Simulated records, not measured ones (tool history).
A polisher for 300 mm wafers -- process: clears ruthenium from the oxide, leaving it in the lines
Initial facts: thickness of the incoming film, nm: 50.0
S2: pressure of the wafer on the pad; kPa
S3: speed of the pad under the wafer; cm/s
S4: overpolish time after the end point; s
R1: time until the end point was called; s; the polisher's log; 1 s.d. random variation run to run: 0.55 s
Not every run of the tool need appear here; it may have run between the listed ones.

run 1 hour=0 | flow_of_slurry_(ml/min)=125 S2=9.7 S3=76 S4=7 | R1=92.086
run 2 hour=3.5 | flow_of_slurry_(ml/min)=125 S2=11.7 S3=76 S4=7 | R1=77.114
run 3 hour=9.8 | flow_of_slurry_(ml/min)=125 S2=12.4 S3=76 S4=7 | R1=72.272
run 4 hour=15.3 | flow_of_slurry_(ml/min)=125 S2=11 S3=76 S4=7 | R1=83.682
run 5 hour=22.7 | flow_of_slurry_(ml/min)=125 S2=11 S3=76 S4=7 | R1=82.039
run 6 hour=23.8 | flow_of_slurry_(ml/min)=125 S2=9 S3=76 S4=7 | R1=99.587
run 7 hour=27.5 | flow_of_slurry_(ml/min)=150 S2=11.7 S3=80 S4=7 | R1=71.058
run 8 hour=29.4 | flow_of_slurry_(ml/min)=150 S2=12.4 S3=80 S4=7 | R1=67.05

Run 9 is up next; what results do you expect?
run 9 hour=35.2 | flow_of_slurry_(ml/min)=150 S2=13.1 S3=80 S4=7 | R1=?

{"run 9": {"R1": 63.66}}
